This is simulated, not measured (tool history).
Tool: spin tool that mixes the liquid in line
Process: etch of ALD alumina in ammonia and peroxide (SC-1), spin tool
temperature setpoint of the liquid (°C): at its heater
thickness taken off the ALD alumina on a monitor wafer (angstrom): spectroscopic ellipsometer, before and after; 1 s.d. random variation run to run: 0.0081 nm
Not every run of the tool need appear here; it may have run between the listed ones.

| run | hour | temperature setpoint of the liquid (°C) | parts of 29 % ammonia solution to one part of 30 % peroxide (parts by volume) | time under the liquid (s) | thickness taken off the ALD alumina on a monitor wafer (angstrom) |
|---|---|---|---|---|---|
| 1 | 0.0 | 47.0 | 0.8 | 55 | 14.0230 |
| 2 | 3.5 | 47.0 | 0.6 | 55 | 13.6480 |
| 3 | 10.0 | 45.5 | 0.6 | 55 | 12.2470 |
| 4 | 17.5 | 45.5 | 0.7 | 55 | 12.3590 |
| 5 | 19.4 | 44.5 | 0.7 | 55 | 11.9300 |
| 6 | 21.2 | 44.5 | 0.7 | 35 | 7.6355 |
| 7 | 21.9 | 45.0 | 0.7 | 35 | 7.7854 |

Run 8 has not been measured yet. What should we expect?
| 8 | 30.3 | 50.0 | 0.7 | 35 | ? |

{"run 8": {"thickness taken off the ALD alumina on a monitor wafer (angstrom)": 10.393}}
